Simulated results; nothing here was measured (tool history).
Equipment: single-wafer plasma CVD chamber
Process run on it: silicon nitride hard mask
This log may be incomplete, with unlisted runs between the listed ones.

run,day,heater temperature setpoint (K),chamber pressure (Torr),RF power (kW),deposition time (s),mean film thickness on the monitor wafer (nm)
1,0,688.15,1.37,0.27,56,64.001
2,0.029,692.15,1.37,0.27,56,63.777
3,0.196,692.15,1.31,0.27,56,63.247
4,0.317,692.15,1.09,0.27,56,60.53
5,0.625,700.15,1.09,0.27,56,60.345
6,0.946,705.15,1.09,0.27,56,60.242
7,1.133,705.15,1.06,0.27,56,59.829

What will run 8 give?
8,1.412,705.15,1.03,0.27,56,?

mean film thickness on the monitor wafer (nm): 59.244
